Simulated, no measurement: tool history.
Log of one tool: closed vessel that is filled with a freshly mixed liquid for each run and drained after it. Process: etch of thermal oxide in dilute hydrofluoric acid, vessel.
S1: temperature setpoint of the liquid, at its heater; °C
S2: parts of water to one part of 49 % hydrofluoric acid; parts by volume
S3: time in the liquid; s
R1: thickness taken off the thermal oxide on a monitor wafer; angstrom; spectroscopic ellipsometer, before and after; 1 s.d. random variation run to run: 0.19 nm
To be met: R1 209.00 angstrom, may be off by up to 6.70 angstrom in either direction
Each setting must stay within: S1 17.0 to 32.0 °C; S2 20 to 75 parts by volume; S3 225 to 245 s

Run 1, hour 0.0: S1 24.0 °C, S2 45 parts by volume, S3 225 s. Result: R1 266.45 angstrom.
Run 2, hour 1.1: S1 22.0 °C, S2 45 parts by volume, S3 225 s. Result: R1 247.10 angstrom.
Run 3, hour 4.2: S1 22.0 °C, S2 45 parts by volume, S3 225 s. Result: R1 248.36 angstrom.
Run 4, hour 6.0: S1 22.0 °C, S2 35 parts by volume, S3 225 s. Result: R1 317.95 angstrom.
Run 5, hour 14.0: S1 22.0 °C, S2 35 parts by volume, S3 225 s. Result: R1 313.87 angstrom.
Run 6, hour 21.4: S1 19.5 °C, S2 35 parts by volume, S3 225 s. Result: R1 290.29 angstrom.
Run 7, hour 26.7: S1 17.0 °C, S2 50 parts by volume, S3 225 s. Result: R1 178.45 angstrom.
Run 8, hour 28.5: S1 18.0 °C, S2 50 parts by volume, S3 225 s. Result: R1 189.12 angstrom.
Run 9, hour 33.5: S1 19.0 °C, S2 50 parts by volume, S3 225 s. Result: R1 194.84 angstrom.
Run 10, hour 36.4: S1 19.5 °C, S2 50 parts by volume, S3 225 s. Result: R1 199.18 angstrom.

Next run, 4 choices. One meets every target within its allowed miss, the rest don't. Which?
Run A, hour 39.3: S1 22.5 °C, S2 60 parts by volume, S3 235 s. Result: R1 ?.
Run B, hour 39.3: S1 19.5 °C, S2 55 parts by volume, S3 245 s. Result: R1 ?.
Run C, hour 39.3: S1 20.0 °C, S2 55 parts by volume, S3 230 s. Result: R1 ?.
Run D, hour 39.3: S1 19.5 °C, S2 50 parts by volume, S3 240 s. Result: R1 ?.

move      R1
   A  193.86
   B  195.62
   C  187.58
   D  212.04
A: misses by more than the last run did
B: misses by more than the last run did
C: misses by more than the last run did
D: in spec on every target
The right move is D.

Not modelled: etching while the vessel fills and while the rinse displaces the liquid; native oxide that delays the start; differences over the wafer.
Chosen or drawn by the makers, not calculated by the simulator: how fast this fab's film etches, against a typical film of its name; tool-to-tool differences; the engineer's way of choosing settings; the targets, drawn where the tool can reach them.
